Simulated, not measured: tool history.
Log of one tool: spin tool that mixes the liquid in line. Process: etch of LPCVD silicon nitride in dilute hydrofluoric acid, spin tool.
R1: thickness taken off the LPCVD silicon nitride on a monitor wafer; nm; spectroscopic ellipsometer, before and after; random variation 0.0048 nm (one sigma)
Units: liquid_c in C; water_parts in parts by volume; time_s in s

run 1 hour=0 | liquid_c=22 water_parts=40 time_s=95 | R1=0.84951
run 2 hour=4.5 | liquid_c=22 water_parts=40 time_s=75 | R1=0.67981
run 3 hour=7.5 | liquid_c=23.5 water_parts=40 time_s=75 | R1=0.74308
run 4 hour=11.2 | liquid_c=20.5 water_parts=40 time_s=75 | R1=0.60151
run 5 hour=19.2 | liquid_c=20.5 water_parts=30 time_s=75 | R1=0.80095
run 6 hour=26.3 | liquid_c=20.5 water_parts=45 time_s=75 | R1=0.5428
run 7 hour=32.8 | liquid_c=20 water_parts=45 time_s=75 | R1=0.53538
run 8 hour=40.8 | liquid_c=19.5 water_parts=45 time_s=75 | R1=0.50392

The next listed run, before its measurement:
-- hour=49 thermometer replaced
run 9 hour=49 | liquid_c=17 water_parts=45 time_s=75 | R1=?

Run 9 gave R1 0.46533 nm.
